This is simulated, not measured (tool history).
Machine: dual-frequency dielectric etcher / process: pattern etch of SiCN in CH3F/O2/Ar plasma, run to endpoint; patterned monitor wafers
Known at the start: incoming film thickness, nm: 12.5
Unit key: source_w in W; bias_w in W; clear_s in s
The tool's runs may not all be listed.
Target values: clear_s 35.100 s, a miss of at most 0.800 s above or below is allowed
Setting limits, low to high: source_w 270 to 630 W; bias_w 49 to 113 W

run,hour,source_w,bias_w,clear_s
1,0.0,450,81,30.036
2,2.0,500,81,28.153
3,2.8,580,81,25.916
4,9.5,510,81,27.972
5,11.2,510,95,26.271
6,11.9,510,108,25.530
7,16.4,480,105,26.618
8,23.4,450,103,27.710
9,25.8,450,103,27.618
10,29.2,430,101,28.663

4 next moves are on the table. One of them brings every result within its allowed miss. Which?
A,32.6,340,89,?
B,32.6,350,99,?
C,32.6,460,106,?
D,32.6,580,110,?

move,clear_s
A,34.950
B,33.060
C,27.167
D,23.632
A: every result lands within tolerance
B: nearer the targets than the last run, but a result is still out of spec
C: misses by more than the last run did
D: misses by more than the last run did
A is the move that brings every result within its allowed miss.

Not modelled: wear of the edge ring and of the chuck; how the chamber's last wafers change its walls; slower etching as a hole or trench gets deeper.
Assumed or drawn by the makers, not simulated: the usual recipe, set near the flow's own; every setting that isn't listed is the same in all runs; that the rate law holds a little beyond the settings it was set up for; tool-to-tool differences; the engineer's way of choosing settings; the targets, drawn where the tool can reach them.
